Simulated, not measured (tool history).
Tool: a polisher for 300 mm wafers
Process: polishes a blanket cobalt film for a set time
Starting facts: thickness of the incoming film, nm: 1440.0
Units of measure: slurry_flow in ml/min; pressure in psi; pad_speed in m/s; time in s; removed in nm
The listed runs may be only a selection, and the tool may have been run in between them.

run	hour	slurry_flow	pressure	pad_speed	time	removed
1	0.0	155	2.4	1.26	63	563.66
2	3.5	155	2.3	1.26	63	542.02
3	11.7	185	2.3	1.26	63	564.60
4	16.4	215	2.3	1.26	63	561.87
5	21.2	215	2.0	1.26	63	498.07
6	29.8	215	2.0	1.48	63	581.15
7	35.2	215	1.9	1.48	63	563.32
8	41.1	195	1.4	1.46	63	396.80
9	46.2	205	1.5	1.46	63	438.78

Run 10 comes next. What will it give?
10	47.8	210	1.5	1.46	63	?

For run 10 the tool returned removed 434.75 nm.

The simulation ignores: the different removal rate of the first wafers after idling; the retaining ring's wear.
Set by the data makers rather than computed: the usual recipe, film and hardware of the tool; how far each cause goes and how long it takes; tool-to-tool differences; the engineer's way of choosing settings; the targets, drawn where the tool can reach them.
